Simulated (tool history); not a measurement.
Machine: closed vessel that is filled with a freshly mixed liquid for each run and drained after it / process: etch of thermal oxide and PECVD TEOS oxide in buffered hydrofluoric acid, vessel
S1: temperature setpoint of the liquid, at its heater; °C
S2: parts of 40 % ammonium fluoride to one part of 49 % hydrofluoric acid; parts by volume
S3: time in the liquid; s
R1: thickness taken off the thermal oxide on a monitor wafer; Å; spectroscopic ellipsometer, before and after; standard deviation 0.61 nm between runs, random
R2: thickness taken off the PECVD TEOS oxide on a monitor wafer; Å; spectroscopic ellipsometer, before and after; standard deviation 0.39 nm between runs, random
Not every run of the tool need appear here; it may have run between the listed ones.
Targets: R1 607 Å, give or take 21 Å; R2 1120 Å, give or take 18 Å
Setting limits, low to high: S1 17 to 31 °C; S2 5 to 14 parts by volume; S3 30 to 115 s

run 1 hour=0 | S1=23 S2=8.5 S3=60 | R1=744.14 R2=1381.3
run 2 hour=6.8 | S1=23 S2=10 S3=60 | R1=652.01 R2=1219
run 3 hour=11.3 | S1=22 S2=10 S3=60 | R1=611.77 R2=1148
run 4 hour=19.1 | S1=18.5 S2=10 S3=60 | R1=512.14 R2=939.97
run 5 hour=20.3 | S1=17 S2=10 S3=60 | R1=474.12 R2=870.12
run 6 hour=28.8 | S1=17.5 S2=10 S3=60 | R1=484.65 R2=888.73
run 7 hour=29.6 | S1=18 S2=10 S3=60 | R1=502.71 R2=919.02
run 8 hour=34.6 | S1=18.5 S2=10 S3=60 | R1=503.47 R2=943.25
run 9 hour=36.3 | S1=19 S2=10 S3=60 | R1=527.86 R2=968.33
run 10 hour=39.6 | S1=19.5 S2=10 S3=60 | R1=545.29 R2=997.23
run 11 hour=46.2 | S1=20.5 S2=10 S3=60 | R1=581.31 R2=1053.8
run 12 hour=51.9 | S1=21 S2=10 S3=60 | R1=599.98 R2=1085.3
run 13 hour=54.2 | S1=21 S2=10 S3=60 | R1=596.6 R2=1086.2

4 candidate next runs follow, results not yet known. Just one meets every target within its allowed miss. Identify it.
run A hour=56.5 | S1=19 S2=11.5 S3=75 | R1=? R2=?
run B hour=56.5 | S1=21.5 S2=10.5 S3=60 | R1=? R2=?
run C hour=56.5 | S1=17.5 S2=10 S3=75 | R1=? R2=?
run D hour=56.5 | S1=21.5 S2=11.5 S3=65 | R1=? R2=?

move=A R1=578.04 R2=1056.3
move=B R1=581.16 R2=1062
move=C R1=608.48 R2=1111.9
move=D R1=576.13 R2=1052.8
A: its largest miss is bigger than the last run's
B: its largest miss is bigger than the last run's
C: meets every target
D: its largest miss is bigger than the last run's
So the answer is move C, the one that meets all the targets.
